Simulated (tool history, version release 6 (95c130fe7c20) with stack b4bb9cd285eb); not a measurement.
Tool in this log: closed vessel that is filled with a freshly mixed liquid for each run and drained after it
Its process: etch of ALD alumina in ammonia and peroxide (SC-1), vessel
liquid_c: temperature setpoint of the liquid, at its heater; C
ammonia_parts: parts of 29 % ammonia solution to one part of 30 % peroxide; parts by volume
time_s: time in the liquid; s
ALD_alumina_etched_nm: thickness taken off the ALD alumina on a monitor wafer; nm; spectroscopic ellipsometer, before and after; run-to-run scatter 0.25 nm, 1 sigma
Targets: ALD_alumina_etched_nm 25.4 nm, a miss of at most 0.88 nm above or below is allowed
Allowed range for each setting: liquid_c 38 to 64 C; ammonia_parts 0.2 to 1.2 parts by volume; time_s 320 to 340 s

Run 1, day 0: liquid_c 48 C, ammonia_parts 0.7 parts by volume, time_s 320 s. Result: ALD_alumina_etched_nm 17.09 nm.
Run 2, day 0.108: liquid_c 50.5 C, ammonia_parts 0.7 parts by volume, time_s 320 s. Result: ALD_alumina_etched_nm 19.746 nm.
Run 3, day 0.15: liquid_c 50.5 C, ammonia_parts 0.7 parts by volume, time_s 340 s. Result: ALD_alumina_etched_nm 20.687 nm.
Run 4, day 0.508: liquid_c 50.5 C, ammonia_parts 0.55 parts by volume, time_s 340 s. Result: ALD_alumina_etched_nm 20.214 nm.
Run 5, day 0.638: liquid_c 57 C, ammonia_parts 0.55 parts by volume, time_s 340 s. Result: ALD_alumina_etched_nm 28.642 nm.
Run 6, day 0.858: liquid_c 57 C, ammonia_parts 0.55 parts by volume, time_s 340 s. Result: ALD_alumina_etched_nm 28.905 nm.
Run 7, day 1.162: liquid_c 56 C, ammonia_parts 0.55 parts by volume, time_s 340 s. Result: ALD_alumina_etched_nm 27.151 nm.
Run 8, day 1.192: liquid_c 55.5 C, ammonia_parts 0.55 parts by volume, time_s 340 s. Result: ALD_alumina_etched_nm 26.157 nm.

Consider the 5 candidate settings below. Which is the only one whose results all fall within their allowed miss of target?
Run A, day 1.221: liquid_c 56.5 C, ammonia_parts 0.55 parts by volume, time_s 340 s. Result: ALD_alumina_etched_nm ?.
Run B, day 1.221: liquid_c 57 C, ammonia_parts 0.65 parts by volume, time_s 320 s. Result: ALD_alumina_etched_nm ?.
Run C, day 1.221: liquid_c 55 C, ammonia_parts 0.65 parts by volume, time_s 330 s. Result: ALD_alumina_etched_nm ?.
Run D, day 1.221: liquid_c 58.5 C, ammonia_parts 0.6 parts by volume, time_s 320 s. Result: ALD_alumina_etched_nm ?.
Run E, day 1.221: liquid_c 56 C, ammonia_parts 0.6 parts by volume, time_s 340 s. Result: ALD_alumina_etched_nm ?.

move  ALD_alumina_etched_nm
   A                 27.422
   B                 26.919
   C                 24.979
   D                 28.888
   E                 26.931
A: moves away from the targets compared with the last run
B: moves away from the targets compared with the last run
C: each result inside its tolerance
D: moves away from the targets compared with the last run
E: moves away from the targets compared with the last run
Move C is the one to make.
